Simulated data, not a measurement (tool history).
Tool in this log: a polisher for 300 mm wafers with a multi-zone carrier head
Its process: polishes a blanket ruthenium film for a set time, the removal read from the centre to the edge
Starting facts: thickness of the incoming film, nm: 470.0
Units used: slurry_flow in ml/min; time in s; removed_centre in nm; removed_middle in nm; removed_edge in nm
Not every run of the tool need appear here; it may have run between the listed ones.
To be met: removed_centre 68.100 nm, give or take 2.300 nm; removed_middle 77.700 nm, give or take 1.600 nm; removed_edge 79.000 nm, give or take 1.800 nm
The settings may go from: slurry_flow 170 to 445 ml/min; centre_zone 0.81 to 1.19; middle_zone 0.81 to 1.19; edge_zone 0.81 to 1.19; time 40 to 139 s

run 1 day=0.000 | slurry_flow=285 centre_zone=1.00 middle_zone=1.00 edge_zone=1.00 time=89 | removed_centre=93.136 removed_middle=96.767 removed_edge=96.441
run 2 day=0.196 | slurry_flow=280 centre_zone=0.98 middle_zone=0.99 edge_zone=0.98 time=88 | removed_centre=92.839 removed_middle=95.768 removed_edge=93.829
run 3 day=0.271 | slurry_flow=275 centre_zone=0.96 middle_zone=0.99 edge_zone=0.99 time=86 | removed_centre=88.240 removed_middle=92.829 removed_edge=93.262
run 4 day=0.392 | slurry_flow=270 centre_zone=0.94 middle_zone=0.99 edge_zone=0.98 time=84 | removed_centre=84.223 removed_middle=91.305 removed_edge=89.322
run 5 day=0.458 | slurry_flow=270 centre_zone=1.00 middle_zone=0.99 edge_zone=0.98 time=84 | removed_centre=88.259 removed_middle=90.709 removed_edge=89.633
run 6 day=0.621 | slurry_flow=265 centre_zone=0.98 middle_zone=0.98 edge_zone=0.98 time=83 | removed_centre=85.998 removed_middle=88.185 removed_edge=88.637
run 7 day=0.996 | slurry_flow=260 centre_zone=0.96 middle_zone=0.98 edge_zone=0.98 time=82 | removed_centre=83.951 removed_middle=87.904 removed_edge=86.975
run 8 day=1.138 | slurry_flow=260 centre_zone=0.96 middle_zone=0.98 edge_zone=0.98 time=82 | removed_centre=83.814 removed_middle=86.742 removed_edge=86.669
run 9 day=1.167 | slurry_flow=210 centre_zone=0.86 middle_zone=0.89 edge_zone=0.88 time=79 | removed_centre=69.786 removed_middle=75.595 removed_edge=79.761

5 next moves are on the table. One of them brings every result within its allowed miss. Which?
run A day=1.196 | slurry_flow=215 centre_zone=0.92 middle_zone=0.90 edge_zone=0.86 time=80 | removed_centre=? removed_middle=? removed_edge=?
run B day=1.196 | slurry_flow=170 centre_zone=0.84 middle_zone=0.92 edge_zone=0.87 time=81 | removed_centre=? removed_middle=? removed_edge=?
run C day=1.196 | slurry_flow=265 centre_zone=0.92 middle_zone=0.99 edge_zone=0.81 time=76 | removed_centre=? removed_middle=? removed_edge=?
run D day=1.196 | slurry_flow=210 centre_zone=0.90 middle_zone=0.88 edge_zone=0.82 time=81 | removed_centre=? removed_middle=? removed_edge=?
run E day=1.196 | slurry_flow=180 centre_zone=0.96 middle_zone=1.00 edge_zone=0.81 time=78 | removed_centre=? removed_middle=? removed_edge=?

move=A removed_centre=76.102 removed_middle=77.402 removed_edge=78.346
move=B removed_centre=68.092 removed_middle=77.586 removed_edge=78.014
move=C removed_centre=74.119 removed_middle=81.401 removed_edge=73.731
move=D removed_centre=75.130 removed_middle=76.731 removed_edge=77.645
move=E removed_centre=75.689 removed_middle=80.675 removed_edge=73.259
A: brings the result that was furthest off to its target, and leaves another outside
B: all results in spec
C: the result that was furthest off in the last run now lies on the other side of its target
D: brings the result that was furthest off to its target, and leaves another outside
E: the result that was furthest off in the last run now lies on the other side of its target
B is the move that brings every result within its allowed miss.
